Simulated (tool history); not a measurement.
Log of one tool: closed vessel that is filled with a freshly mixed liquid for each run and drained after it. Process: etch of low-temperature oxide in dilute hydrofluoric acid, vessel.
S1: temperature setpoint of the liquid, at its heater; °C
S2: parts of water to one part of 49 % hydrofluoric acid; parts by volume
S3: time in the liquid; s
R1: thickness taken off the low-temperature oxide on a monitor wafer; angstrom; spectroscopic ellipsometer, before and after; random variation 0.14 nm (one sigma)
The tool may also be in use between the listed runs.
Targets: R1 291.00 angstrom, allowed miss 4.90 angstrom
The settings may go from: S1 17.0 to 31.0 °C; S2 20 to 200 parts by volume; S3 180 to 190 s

run	day	S1	S2	S3	R1
1	0.000	23.0	110	180	253.23
2	0.175	24.0	110	180	261.52
3	0.429	24.5	110	180	267.27
4	0.492	24.5	70	180	444.02
5	0.796	28.0	70	180	510.31
6	1.129	28.0	70	190	538.96
7	1.358	24.0	90	190	346.86
8	1.475	23.0	90	190	332.50
9	1.729	22.5	90	190	327.12
10	1.958	22.0	90	190	319.14
11	2.196	21.5	90	190	313.08
12	2.538	21.5	90	190	311.38
13	2.642	21.0	90	190	307.37
14	2.800	20.5	90	190	301.02

4 next moves are on the table. One of them brings every result within its allowed miss. Which?
A	2.958	20.0	90	180	?
B	2.958	21.5	95	180	?
C	2.958	24.0	100	180	?
D	2.958	23.0	105	190	?

move	R1
A	279.73
B	280.20
C	292.54
D	280.93
A: takes the result that was furthest off past its target
B: takes the result that was furthest off past its target
C: meets every target
D: takes the result that was furthest off past its target
Move C is the one to make.

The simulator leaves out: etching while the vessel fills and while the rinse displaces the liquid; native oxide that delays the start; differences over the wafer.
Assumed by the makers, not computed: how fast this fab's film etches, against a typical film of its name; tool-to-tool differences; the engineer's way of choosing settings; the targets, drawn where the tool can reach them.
